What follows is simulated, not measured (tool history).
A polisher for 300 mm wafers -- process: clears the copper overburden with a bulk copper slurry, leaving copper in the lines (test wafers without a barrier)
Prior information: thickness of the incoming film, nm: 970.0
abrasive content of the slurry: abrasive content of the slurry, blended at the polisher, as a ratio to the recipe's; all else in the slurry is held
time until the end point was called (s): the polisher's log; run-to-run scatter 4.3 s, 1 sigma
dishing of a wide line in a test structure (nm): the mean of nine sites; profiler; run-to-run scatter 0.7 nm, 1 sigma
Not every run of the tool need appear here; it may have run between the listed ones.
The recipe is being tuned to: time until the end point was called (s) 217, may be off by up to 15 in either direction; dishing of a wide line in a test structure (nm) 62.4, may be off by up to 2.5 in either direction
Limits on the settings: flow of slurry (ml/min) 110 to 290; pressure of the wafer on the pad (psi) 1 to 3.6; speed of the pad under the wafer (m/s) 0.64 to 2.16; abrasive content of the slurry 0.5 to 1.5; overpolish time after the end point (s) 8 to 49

run,day,flow of slurry (ml/min),pressure of the wafer on the pad (psi),speed of the pad under the wafer (m/s),abrasive content of the slurry,overpolish time after the end point (s),time until the end point was called (s),dishing of a wide line in a test structure (nm)
1,0,185,2.3,1.4,1,25,100.54,76.518
2,0.312,185,2.6,1.4,1,25,93.133,82.17
3,0.558,230,2.6,1.4,1,25,89.633,82.051
4,0.804,230,2.6,1.4,1,16,89.621,71.039
5,0.883,225,2.1,1.24,1,23,125.82,67.25
6,1,255,2.1,1.24,1,23,120.92,69.67
7,1.125,255,1.7,1.18,1,27,154.25,62.994
8,1.4,255,1.6,1.12,1,31,172.57,65.325

4 next moves are on the table. One of them brings every result within its allowed miss. Which?
A,1.675,260,1.7,0.96,0.8,41,?,?
B,1.675,255,1.8,0.76,1.1,49,?,?
C,1.675,260,1.9,0.64,1.15,49,?,?
D,1.675,255,1.4,1.02,0.95,42,?,?

move,time until the end point was called (s),dishing of a wide line in a test structure (nm)
A,201.33,67.178
B,221.83,69.754
C,245.43,68.684
D,216.24,62.947
A: closer than the last run, but not yet in spec
B: brings the last run's worst result on target, with another outside its allowed miss
C: takes the result that was furthest off past its target
D: every result within its allowed miss
The move that meets every target is D.
